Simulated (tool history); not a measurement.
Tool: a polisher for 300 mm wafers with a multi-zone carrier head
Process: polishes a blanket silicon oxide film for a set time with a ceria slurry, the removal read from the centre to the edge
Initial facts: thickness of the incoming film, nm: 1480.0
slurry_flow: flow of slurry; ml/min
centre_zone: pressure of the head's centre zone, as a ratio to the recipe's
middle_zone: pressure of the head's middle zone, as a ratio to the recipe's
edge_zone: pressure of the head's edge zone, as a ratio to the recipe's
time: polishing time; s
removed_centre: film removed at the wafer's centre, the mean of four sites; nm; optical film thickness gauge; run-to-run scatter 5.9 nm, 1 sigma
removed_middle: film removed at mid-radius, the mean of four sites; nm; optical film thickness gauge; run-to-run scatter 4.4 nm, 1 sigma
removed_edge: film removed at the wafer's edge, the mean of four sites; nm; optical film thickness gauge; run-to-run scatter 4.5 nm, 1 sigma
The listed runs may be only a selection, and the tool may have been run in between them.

run 1 hour=0.0 | slurry_flow=310 centre_zone=1.00 middle_zone=1.00 edge_zone=1.00 time=85 | removed_centre=475.82 removed_middle=461.54 removed_edge=477.38
run 2 hour=8.5 | slurry_flow=310 centre_zone=1.07 middle_zone=1.00 edge_zone=1.00 time=85 | removed_centre=503.35 removed_middle=462.68 removed_edge=471.47
run 3 hour=16.5 | slurry_flow=310 centre_zone=1.07 middle_zone=1.05 edge_zone=1.00 time=85 | removed_centre=516.76 removed_middle=479.67 removed_edge=471.89
run 4 hour=22.9 | slurry_flow=315 centre_zone=1.08 middle_zone=1.03 edge_zone=1.02 time=86 | removed_centre=511.27 removed_middle=486.74 removed_edge=487.85
run 5 hour=26.0 | slurry_flow=300 centre_zone=1.09 middle_zone=1.01 edge_zone=1.02 time=88 | removed_centre=531.11 removed_middle=481.33 removed_edge=499.11
run 6 hour=27.7 | slurry_flow=300 centre_zone=1.09 middle_zone=1.08 edge_zone=1.02 time=88 | removed_centre=531.93 removed_middle=502.18 removed_edge=493.28
-- hour=28.8 worn pad replaced by a new one
run 7 hour=28.8 | slurry_flow=345 centre_zone=1.19 middle_zone=0.98 edge_zone=1.12 time=93 | removed_centre=703.54 removed_middle=562.94 removed_edge=622.66

Forecast run 8:
run 8 hour=35.0 | slurry_flow=345 centre_zone=1.19 middle_zone=0.98 edge_zone=1.12 time=93 | removed_centre=? removed_middle=? removed_edge=?

For run 8 the tool returned removed_centre 703.19 nm, removed_middle 565.49 nm, removed_edge 617.67 nm.
